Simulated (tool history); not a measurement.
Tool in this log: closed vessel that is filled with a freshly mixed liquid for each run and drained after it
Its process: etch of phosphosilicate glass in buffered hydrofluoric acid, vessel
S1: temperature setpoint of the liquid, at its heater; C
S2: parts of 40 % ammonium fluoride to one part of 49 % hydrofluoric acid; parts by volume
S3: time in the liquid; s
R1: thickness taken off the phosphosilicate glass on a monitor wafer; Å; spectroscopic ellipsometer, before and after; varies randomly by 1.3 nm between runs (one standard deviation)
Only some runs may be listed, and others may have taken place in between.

run 1 hour=0 | S1=21 S2=12.5 S3=95 | R1=3884.7
run 2 hour=5.8 | S1=20 S2=13.5 S3=95 | R1=3417
run 3 hour=8 | S1=20 S2=13.5 S3=95 | R1=3392.3
run 4 hour=13.5 | S1=20 S2=13.5 S3=95 | R1=3435.3
run 5 hour=16.8 | S1=19 S2=14.5 S3=95 | R1=2992.8
run 6 hour=17.9 | S1=18.5 S2=15 S3=95 | R1=2826.6
run 7 hour=22.7 | S1=18 S2=15.5 S3=95 | R1=2657.6

Run 8 is up next; what results do you expect?
run 8 hour=30.9 | S1=17.5 S2=16 S3=95 | R1=?

Logged for run 8: R1 2480.7 Å.
